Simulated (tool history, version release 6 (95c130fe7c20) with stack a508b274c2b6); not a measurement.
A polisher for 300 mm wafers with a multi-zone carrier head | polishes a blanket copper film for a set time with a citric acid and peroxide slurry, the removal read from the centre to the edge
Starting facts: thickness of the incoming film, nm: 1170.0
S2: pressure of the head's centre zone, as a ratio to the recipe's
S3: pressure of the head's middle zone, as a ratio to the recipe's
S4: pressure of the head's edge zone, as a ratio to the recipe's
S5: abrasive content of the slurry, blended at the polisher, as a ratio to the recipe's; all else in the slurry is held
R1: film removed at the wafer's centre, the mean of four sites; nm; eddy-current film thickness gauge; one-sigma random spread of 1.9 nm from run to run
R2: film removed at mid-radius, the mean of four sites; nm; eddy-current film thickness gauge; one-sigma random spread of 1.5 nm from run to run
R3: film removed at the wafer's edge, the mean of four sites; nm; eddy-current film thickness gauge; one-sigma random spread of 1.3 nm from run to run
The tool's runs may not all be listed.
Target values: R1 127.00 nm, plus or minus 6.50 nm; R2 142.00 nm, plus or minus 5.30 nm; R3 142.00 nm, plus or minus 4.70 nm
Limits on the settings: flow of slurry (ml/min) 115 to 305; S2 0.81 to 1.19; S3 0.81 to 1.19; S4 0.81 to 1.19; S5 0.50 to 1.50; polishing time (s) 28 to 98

Run 1, hour 0.0: flow of slurry (ml/min) 195, S2 1.00, S3 1.00, S4 1.00, S5 1.00, polishing time (s) 63. Result: R1 233.74 nm, R2 217.79 nm, R3 221.57 nm.
Run 2, hour 3.3: flow of slurry (ml/min) 185, S2 0.96, S3 1.00, S4 0.98, S5 0.90, polishing time (s) 59. Result: R1 199.39 nm, R2 200.96 nm, R3 202.40 nm.
Run 3, hour 5.9: flow of slurry (ml/min) 185, S2 0.96, S3 0.93, S4 0.98, S5 0.90, polishing time (s) 59. Result: R1 192.60 nm, R2 191.40 nm, R3 202.58 nm.
Run 4, hour 10.7: flow of slurry (ml/min) 180, S2 0.95, S3 0.93, S4 0.96, S5 0.80, polishing time (s) 56. Result: R1 178.51 nm, R2 174.04 nm, R3 184.99 nm.
Run 5, hour 17.5: flow of slurry (ml/min) 175, S2 0.93, S3 0.94, S4 0.94, S5 0.75, polishing time (s) 54. Result: R1 168.78 nm, R2 166.13 nm, R3 170.77 nm.
Run 6, hour 26.3: flow of slurry (ml/min) 175, S2 0.98, S3 0.94, S4 0.94, S5 0.75, polishing time (s) 54. Result: R1 172.30 nm, R2 165.55 nm, R3 171.86 nm.
Run 7, hour 29.2: flow of slurry (ml/min) 165, S2 0.94, S3 0.94, S4 0.93, S5 0.70, polishing time (s) 53. Result: R1 157.37 nm, R2 155.95 nm, R3 163.22 nm.
Run 8, hour 31.8: flow of slurry (ml/min) 165, S2 0.94, S3 0.94, S4 0.93, S5 0.70, polishing time (s) 53. Result: R1 156.45 nm, R2 158.52 nm, R3 160.43 nm.
Run 9, hour 40.8: flow of slurry (ml/min) 155, S2 0.92, S3 0.93, S4 0.92, S5 0.70, polishing time (s) 53. Result: R1 153.40 nm, R2 155.73 nm, R3 157.63 nm.
Run 10, hour 41.9: flow of slurry (ml/min) 150, S2 0.90, S3 0.92, S4 0.92, S5 0.65, polishing time (s) 53. Result: R1 149.42 nm, R2 149.10 nm, R3 154.61 nm.
Run 11, hour 47.3: flow of slurry (ml/min) 145, S2 0.88, S3 0.94, S4 0.93, S5 0.60, polishing time (s) 52. Result: R1 136.86 nm, R2 140.75 nm, R3 148.76 nm.
Run 12, hour 49.7: flow of slurry (ml/min) 140, S2 0.87, S3 0.95, S4 0.93, S5 0.60, polishing time (s) 52. Result: R1 133.74 nm, R2 143.82 nm, R3 149.41 nm.

Which one of the following 4 next-run settings gets every result inside its allowed miss? There is exactly one.
Run A, hour 52.1: flow of slurry (ml/min) 115, S2 0.90, S3 0.97, S4 0.92, S5 0.55, polishing time (s) 58. Result: R1 ?, R2 ?, R3 ?.
Run B, hour 52.1: flow of slurry (ml/min) 115, S2 0.83, S3 0.97, S4 1.07, S5 0.55, polishing time (s) 56. Result: R1 ?, R2 ?, R3 ?.
Run C, hour 52.1: flow of slurry (ml/min) 190, S2 0.86, S3 0.98, S4 0.96, S5 0.60, polishing time (s) 47. Result: R1 ?, R2 ?, R3 ?.
Run D, hour 52.1: flow of slurry (ml/min) 140, S2 0.89, S3 1.08, S4 0.85, S5 0.60, polishing time (s) 48. Result: R1 ?, R2 ?, R3 ?.

move      R1      R2      R3
   A  141.43  154.67  156.21
   B  125.84  149.36  162.20
   C  125.30  142.98  142.14
   D  124.95  150.37  131.92
A: further off than the last run
B: further off than the last run
C: meets every target
D: takes the result that was furthest off past its target
Go with C: it meets all targets.
